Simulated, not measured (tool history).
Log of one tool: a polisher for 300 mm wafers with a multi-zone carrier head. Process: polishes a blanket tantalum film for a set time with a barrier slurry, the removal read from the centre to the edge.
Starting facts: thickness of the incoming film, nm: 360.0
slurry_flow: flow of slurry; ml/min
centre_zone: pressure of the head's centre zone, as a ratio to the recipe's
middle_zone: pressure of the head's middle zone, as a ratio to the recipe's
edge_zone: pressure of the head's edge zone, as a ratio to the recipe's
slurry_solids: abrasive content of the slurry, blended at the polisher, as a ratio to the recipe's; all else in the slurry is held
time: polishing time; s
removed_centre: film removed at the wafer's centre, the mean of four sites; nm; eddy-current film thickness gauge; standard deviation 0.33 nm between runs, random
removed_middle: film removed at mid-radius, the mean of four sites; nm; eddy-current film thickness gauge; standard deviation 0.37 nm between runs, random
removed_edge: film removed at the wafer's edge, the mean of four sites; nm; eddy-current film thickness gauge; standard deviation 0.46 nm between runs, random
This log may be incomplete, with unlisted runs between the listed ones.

run 1 day=0 | slurry_flow=230 centre_zone=1 middle_zone=1 edge_zone=1 slurry_solids=1 time=41 | removed_centre=82.005 removed_middle=82.025 removed_edge=81.127
run 2 day=0.233 | slurry_flow=285 centre_zone=1 middle_zone=1 edge_zone=1 slurry_solids=1 time=41 | removed_centre=84.294 removed_middle=83.373 removed_edge=81.697
run 3 day=0.425 | slurry_flow=275 centre_zone=0.97 middle_zone=0.95 edge_zone=0.98 slurry_solids=0.85 time=39 | removed_centre=73.641 removed_middle=71.656 removed_edge=74.069
run 4 day=0.633 | slurry_flow=275 centre_zone=0.97 middle_zone=0.95 edge_zone=0.93 slurry_solids=0.85 time=39 | removed_centre=73.241 removed_middle=72 removed_edge=72.513
run 5 day=0.746 | slurry_flow=270 centre_zone=0.95 middle_zone=0.92 edge_zone=0.91 slurry_solids=0.75 time=37 | removed_centre=66.372 removed_middle=64.205 removed_edge=65.825
run 6 day=0.796 | slurry_flow=270 centre_zone=0.89 middle_zone=0.92 edge_zone=0.91 slurry_solids=0.75 time=37 | removed_centre=62.581 removed_middle=64.755 removed_edge=65.998
run 7 day=0.842 | slurry_flow=205 centre_zone=0.85 middle_zone=0.82 edge_zone=0.86 slurry_solids=0.5 time=33 | removed_centre=46.083 removed_middle=44.517 removed_edge=50.179
run 8 day=0.954 | slurry_flow=225 centre_zone=0.85 middle_zone=0.82 edge_zone=0.87 slurry_solids=0.5 time=33 | removed_centre=46.076 removed_middle=45.312 removed_edge=50.808

Run 9 comes next. What will it give?
run 9 day=1.212 | slurry_flow=245 centre_zone=0.86 middle_zone=0.82 edge_zone=0.88 slurry_solids=0.5 time=33 | removed_centre=? removed_middle=? removed_edge=?

removed_centre: 47.157 nm
removed_middle: 46.015 nm
removed_edge: 50.6 nm
